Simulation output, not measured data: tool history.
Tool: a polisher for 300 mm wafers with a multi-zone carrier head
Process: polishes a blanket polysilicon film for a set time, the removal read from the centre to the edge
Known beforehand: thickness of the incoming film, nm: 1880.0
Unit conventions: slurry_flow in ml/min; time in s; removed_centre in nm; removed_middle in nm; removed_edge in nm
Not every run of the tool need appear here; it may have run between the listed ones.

run    day  slurry_flow  centre_zone  middle_zone  edge_zone  time  removed_centre  removed_middle  removed_edge
  1      0          215            1            1          1    46          345.04           332.9        334.24
  2  0.058          160            1            1          1    46          314.44          315.93        328.57
  3  0.167          160            1            1          1    54          375.59          377.91        380.02
  4  0.396          130            1            1          1    54          349.29          353.49        370.49
  5  0.767          135         0.96         0.98       0.97    52          333.75          341.68        350.19
  6  0.904          135         1.03         0.98       0.97    52          356.22          334.01        351.61
  7    1.1          135         0.98         0.96       0.97    51          326.13          325.31        348.58

The next listed run, before its measurement:
  8  1.292          135         0.95         0.94       0.94    50               ?               ?             ?

removed_centre: 318.03 nm
removed_middle: 318.11 nm
removed_edge: 333.03 nm
